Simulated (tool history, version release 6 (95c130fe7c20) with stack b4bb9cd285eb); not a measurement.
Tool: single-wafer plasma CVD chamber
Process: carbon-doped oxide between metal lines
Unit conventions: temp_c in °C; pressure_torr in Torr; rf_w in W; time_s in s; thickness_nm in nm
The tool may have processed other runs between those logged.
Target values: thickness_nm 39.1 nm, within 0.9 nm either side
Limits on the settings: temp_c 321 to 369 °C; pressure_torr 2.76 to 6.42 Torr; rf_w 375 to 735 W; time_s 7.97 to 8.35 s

run 1 hour=0 | temp_c=345 pressure_torr=4.59 rf_w=555 time_s=8.35 | thickness_nm=44.597
run 2 hour=2.8 | temp_c=336 pressure_torr=4.59 rf_w=555 time_s=8.35 | thickness_nm=45.609
run 3 hour=3.9 | temp_c=338 pressure_torr=4.36 rf_w=535 time_s=8.33 | thickness_nm=43.315
run 4 hour=8.5 | temp_c=339 pressure_torr=4.11 rf_w=530 time_s=8.33 | thickness_nm=42.518
run 5 hour=15.1 | temp_c=339 pressure_torr=4.11 rf_w=530 time_s=8.35 | thickness_nm=42.636
run 6 hour=18.5 | temp_c=339 pressure_torr=4.84 rf_w=530 time_s=8.35 | thickness_nm=44.117
run 7 hour=22.7 | temp_c=340 pressure_torr=4.56 rf_w=520 time_s=8.34 | thickness_nm=42.636
run 8 hour=24.1 | temp_c=341 pressure_torr=4.36 rf_w=515 time_s=8.34 | thickness_nm=41.9
run 9 hour=26.2 | temp_c=350 pressure_torr=3.66 rf_w=490 time_s=8.32 | thickness_nm=37.68

Which of these 4 next moves meets every target?
run A hour=28.3 | temp_c=355 pressure_torr=3.29 rf_w=555 time_s=7.97 | thickness_nm=?
run B hour=28.3 | temp_c=348 pressure_torr=4.05 rf_w=455 time_s=8.24 | thickness_nm=?
run C hour=28.3 | temp_c=348 pressure_torr=3.89 rf_w=470 time_s=8.22 | thickness_nm=?
run D hour=28.3 | temp_c=353 pressure_torr=4.33 rf_w=475 time_s=7.97 | thickness_nm=?

move=A thickness_nm=39.338
move=B thickness_nm=35.559
move=C thickness_nm=36.453
move=D thickness_nm=36.047
A: every result lands within tolerance
B: further off than the last run
C: further off than the last run
D: further off than the last run
A meets every target.

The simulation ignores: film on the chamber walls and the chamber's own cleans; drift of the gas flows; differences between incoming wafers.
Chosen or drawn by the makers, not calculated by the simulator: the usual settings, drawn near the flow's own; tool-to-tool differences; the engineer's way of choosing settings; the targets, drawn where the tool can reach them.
